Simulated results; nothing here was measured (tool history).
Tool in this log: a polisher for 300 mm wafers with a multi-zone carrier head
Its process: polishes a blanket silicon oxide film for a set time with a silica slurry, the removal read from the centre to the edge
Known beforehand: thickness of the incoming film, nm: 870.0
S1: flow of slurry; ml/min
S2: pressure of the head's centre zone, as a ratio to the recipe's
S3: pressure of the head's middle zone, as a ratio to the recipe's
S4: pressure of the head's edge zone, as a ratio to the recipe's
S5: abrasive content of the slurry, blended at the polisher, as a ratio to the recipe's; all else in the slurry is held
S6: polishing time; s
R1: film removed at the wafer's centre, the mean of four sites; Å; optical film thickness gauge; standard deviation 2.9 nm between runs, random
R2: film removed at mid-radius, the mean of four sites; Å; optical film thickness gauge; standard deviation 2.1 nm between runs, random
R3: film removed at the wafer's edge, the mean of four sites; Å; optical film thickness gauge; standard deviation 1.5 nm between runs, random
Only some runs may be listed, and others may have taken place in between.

run	day	S1	S2	S3	S4	S5	S6	R1	R2	R3
1	0	295	1	1	1	1	71	2283.7	2356.2	2342.3
2	0.05	310	0.99	1.04	1.01	1	71	2266.5	2472.8	2320.5
3	0.404	310	0.99	1.04	1.01	0.8	71	2087	2235.5	2134.7
4	0.496	315	0.98	1.07	1.04	0.85	71	2140	2372.3	2222.5
5	0.75	325	0.97	1.1	1.07	0.85	71	2172.2	2424.2	2249.2
6	0.983	355	0.97	1.1	1.07	0.85	71	2150	2412	2223.3
7	1.046	355	0.95	1.12	1.08	0.9	71	2086.3	2518.5	2277.8
8	1.396	355	0.95	1.13	1.09	0.95	71	2244.8	2615.9	2367.2
9	1.642	355	0.94	1.14	1.1	0.95	71	2192.4	2637.3	2399.1

For run 10, what comes out?
10	1.667	395	0.94	1.19	1.1	0.95	71	?	?	?

R1: 2206.2 Å
R2: 2774.2 Å
R3: 2377.8 Å
